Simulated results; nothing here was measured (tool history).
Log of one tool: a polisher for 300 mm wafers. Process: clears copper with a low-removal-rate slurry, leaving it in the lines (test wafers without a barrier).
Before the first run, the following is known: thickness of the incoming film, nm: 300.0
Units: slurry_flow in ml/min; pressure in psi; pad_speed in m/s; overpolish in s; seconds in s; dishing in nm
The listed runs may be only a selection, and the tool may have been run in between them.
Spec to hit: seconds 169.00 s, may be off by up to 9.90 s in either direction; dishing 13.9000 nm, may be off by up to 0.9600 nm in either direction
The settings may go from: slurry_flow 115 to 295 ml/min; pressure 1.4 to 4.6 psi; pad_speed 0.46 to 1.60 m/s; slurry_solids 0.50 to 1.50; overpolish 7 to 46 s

Run 1, hour 0.0: slurry_flow 190 ml/min, pressure 3.0 psi, pad_speed 1.02 m/s, slurry_solids 1.00, overpolish 24 s. Result: seconds 115.86 s, dishing 38.1410 nm.
Run 2, hour 8.5: slurry_flow 190 ml/min, pressure 3.0 psi, pad_speed 0.92 m/s, slurry_solids 1.00, overpolish 24 s. Result: seconds 122.95 s, dishing 36.0430 nm.
Run 3, hour 15.9: slurry_flow 190 ml/min, pressure 3.0 psi, pad_speed 0.74 m/s, slurry_solids 1.00, overpolish 24 s. Result: seconds 153.54 s, dishing 30.4660 nm.
Run 4, hour 21.5: slurry_flow 160 ml/min, pressure 3.0 psi, pad_speed 0.74 m/s, slurry_solids 1.00, overpolish 24 s. Result: seconds 158.78 s, dishing 30.5700 nm.
Run 5, hour 23.1: slurry_flow 160 ml/min, pressure 3.0 psi, pad_speed 0.74 m/s, slurry_solids 1.00, overpolish 31 s. Result: seconds 158.89 s, dishing 37.5790 nm.
Run 6, hour 24.4: slurry_flow 160 ml/min, pressure 3.0 psi, pad_speed 0.92 m/s, slurry_solids 1.00, overpolish 31 s. Result: seconds 130.03 s, dishing 41.7550 nm.
Run 7, hour 30.9: slurry_flow 150 ml/min, pressure 2.7 psi, pad_speed 0.98 m/s, slurry_solids 0.90, overpolish 27 s. Result: seconds 137.66 s, dishing 37.0250 nm.
Run 8, hour 36.4: slurry_flow 175 ml/min, pressure 2.5 psi, pad_speed 0.96 m/s, slurry_solids 1.00, overpolish 23 s. Result: seconds 142.37 s, dishing 29.4540 nm.
Run 9, hour 39.2: slurry_flow 180 ml/min, pressure 2.3 psi, pad_speed 0.96 m/s, slurry_solids 1.05, overpolish 20 s. Result: seconds 155.75 s, dishing 25.3740 nm.
Run 10, hour 45.9: slurry_flow 190 ml/min, pressure 2.2 psi, pad_speed 0.98 m/s, slurry_solids 1.10, overpolish 18 s. Result: seconds 156.94 s, dishing 22.9000 nm.
Run 11, hour 49.6: slurry_flow 195 ml/min, pressure 2.1 psi, pad_speed 1.00 m/s, slurry_solids 1.15, overpolish 16 s. Result: seconds 159.03 s, dishing 20.7810 nm.
Run 12, hour 52.6: slurry_flow 210 ml/min, pressure 1.7 psi, pad_speed 1.04 m/s, slurry_solids 1.30, overpolish 7 s. Result: seconds 176.31 s, dishing 8.6132 nm.
Run 13, hour 56.9: slurry_flow 210 ml/min, pressure 1.7 psi, pad_speed 1.04 m/s, slurry_solids 1.25, overpolish 7 s. Result: seconds 185.82 s, dishing 8.4734 nm.
Run 14, hour 61.0: slurry_flow 205 ml/min, pressure 1.8 psi, pad_speed 1.04 m/s, slurry_solids 1.20, overpolish 8 s. Result: seconds 172.87 s, dishing 9.9027 nm.
Run 15, hour 68.6: slurry_flow 205 ml/min, pressure 1.8 psi, pad_speed 1.04 m/s, slurry_solids 1.20, overpolish 9 s. Result: seconds 175.44 s, dishing 11.0860 nm.
Run 16, hour 73.5: slurry_flow 205 ml/min, pressure 2.0 psi, pad_speed 1.04 m/s, slurry_solids 1.20, overpolish 15 s. Result: seconds 161.11 s, dishing 19.6720 nm.

5 next moves are on the table. One of them brings every result within its allowed miss. Which?
Run A, hour 78.4: slurry_flow 205 ml/min, pressure 2.1 psi, pad_speed 0.98 m/s, slurry_solids 1.25, overpolish 12 s. Result: seconds ?, dishing ?.
Run B, hour 78.4: slurry_flow 195 ml/min, pressure 2.0 psi, pad_speed 1.00 m/s, slurry_solids 1.25, overpolish 14 s. Result: seconds ?, dishing ?.
Run C, hour 78.4: slurry_flow 215 ml/min, pressure 2.1 psi, pad_speed 1.00 m/s, slurry_solids 1.00, overpolish 13 s. Result: seconds ?, dishing ?.
Run D, hour 78.4: slurry_flow 165 ml/min, pressure 2.0 psi, pad_speed 0.92 m/s, slurry_solids 1.35, overpolish 9 s. Result: seconds ?, dishing ?.
Run E, hour 78.4: slurry_flow 230 ml/min, pressure 1.9 psi, pad_speed 1.02 m/s, slurry_solids 1.05, overpolish 11 s. Result: seconds ?, dishing ?.

move  seconds  dishing
   A   158.40  16.0100
   B   163.69  17.8310
   C   162.40  16.8310
   D   178.03  10.9980
   E   172.17  13.6530
A: an improvement on the last run, though not all results are within tolerance
B: an improvement on the last run, though not all results are within tolerance
C: an improvement on the last run, though not all results are within tolerance
D: pushes the last run's worst result past its target
E: meets every target
E is the move that brings every result within its allowed miss.
